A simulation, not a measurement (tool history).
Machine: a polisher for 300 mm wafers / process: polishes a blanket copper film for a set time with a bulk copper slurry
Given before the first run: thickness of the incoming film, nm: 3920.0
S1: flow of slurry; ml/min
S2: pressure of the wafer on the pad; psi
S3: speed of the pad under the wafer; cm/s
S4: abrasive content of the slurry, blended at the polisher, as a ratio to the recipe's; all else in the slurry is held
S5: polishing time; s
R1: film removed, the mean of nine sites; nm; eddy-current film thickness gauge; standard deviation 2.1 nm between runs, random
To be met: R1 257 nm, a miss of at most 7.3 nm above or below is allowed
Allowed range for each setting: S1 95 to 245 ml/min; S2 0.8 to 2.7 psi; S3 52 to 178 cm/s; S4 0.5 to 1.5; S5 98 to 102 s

run  hour   S1   S2   S3  S4  S5      R1
  1     0  155  1.7  114   1  98  731.69
  2   0.9  150  1.5  102   1  98  577.14
  3   3.5  145  1.3   92   1  98  445.39
  4  11.9  115  1.3   92   1  98  429.11
  5  16.5  110  1.2   88   1  98  375.87
  6  24.8   95  1.2   88   1  98  356.95
  7    26   95  0.8   76   1  98  212.16
  8  31.5  110  0.8   76   1  98  220.55
  9  34.2  125  0.8   76   1  98  227.21
 10  37.6  135  0.8   76   1  98  231.96

Which one of the following 4 next-run settings gets every result inside its allowed miss? There is exactly one.
  A    41  160  0.9  74  0.85  100   ?
  B    41  145  0.8  74  0.95  100   ?
  C    41  170  0.8  76   0.9  100   ?
  D    41  145  0.9  60   0.7   98   ?

move      R1
   A  261.69
   B  234.92
   C  245.48
   D  198.88
A: meets every target
B: nearer the targets than the last run, but a result is still out of spec
C: nearer the targets than the last run, but a result is still out of spec
D: moves away from the targets compared with the last run
The move that meets every target is A.
